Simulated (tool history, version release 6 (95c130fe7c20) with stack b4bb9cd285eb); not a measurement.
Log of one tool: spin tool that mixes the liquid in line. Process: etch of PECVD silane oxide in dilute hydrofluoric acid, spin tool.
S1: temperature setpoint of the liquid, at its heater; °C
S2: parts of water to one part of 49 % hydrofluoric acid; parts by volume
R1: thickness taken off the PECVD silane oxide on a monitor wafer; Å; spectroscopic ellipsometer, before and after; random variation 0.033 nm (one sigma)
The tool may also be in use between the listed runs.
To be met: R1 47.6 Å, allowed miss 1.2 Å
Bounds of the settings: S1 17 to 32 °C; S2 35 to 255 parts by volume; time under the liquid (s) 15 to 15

{"run": 1, "day": 0.0, "S1": 24, "S2": 145, "time under the liquid (s)": 15, "R1": 21.275}
{"run": 2, "day": 0.171, "S1": 24, "S2": 145, "time under the liquid (s)": 15, "R1": 21.012}
{"run": 3, "day": 0.238, "S1": 21, "S2": 145, "time under the liquid (s)": 15, "R1": 18.844}
{"run": 4, "day": 0.392, "S1": 21, "S2": 195, "time under the liquid (s)": 15, "R1": 13.163}
{"run": 5, "day": 0.575, "S1": 21, "S2": 195, "time under the liquid (s)": 15, "R1": 13.316}
{"day": 0.771, "done": "thermometer replaced"}
{"run": 6, "day": 0.771, "S1": 24.5, "S2": 155, "time under the liquid (s)": 15, "R1": 21.122}
{"run": 7, "day": 0.812, "S1": 27, "S2": 135, "time under the liquid (s)": 15, "R1": 27.341}
{"run": 8, "day": 0.946, "S1": 28.5, "S2": 120, "time under the liquid (s)": 15, "R1": 32.936}

5 next moves are on the table. One of them brings every result within its allowed miss. Which?
{"run": "A", "day": 1.079, "S1": 32, "S2": 90, "time under the liquid (s)": 15, "R1": "?"}
{"run": "B", "day": 1.079, "S1": 28, "S2": 95, "time under the liquid (s)": 15, "R1": "?"}
{"run": "C", "day": 1.079, "S1": 29, "S2": 145, "time under the liquid (s)": 15, "R1": "?"}
{"run": "D", "day": 1.079, "S1": 28, "S2": 85, "time under the liquid (s)": 15, "R1": "?"}
{"run": "E", "day": 1.079, "S1": 27, "S2": 145, "time under the liquid (s)": 15, "R1": "?"}

move=A R1=52.413
move=B R1=42.392
move=C R1=26.986
move=D R1=48.034
move=E R1=25.069
A: takes the result that was furthest off past its target
B: nearer than the last run, and not there yet
C: further off than the last run
D: meets every target
E: further off than the last run
Answer: D
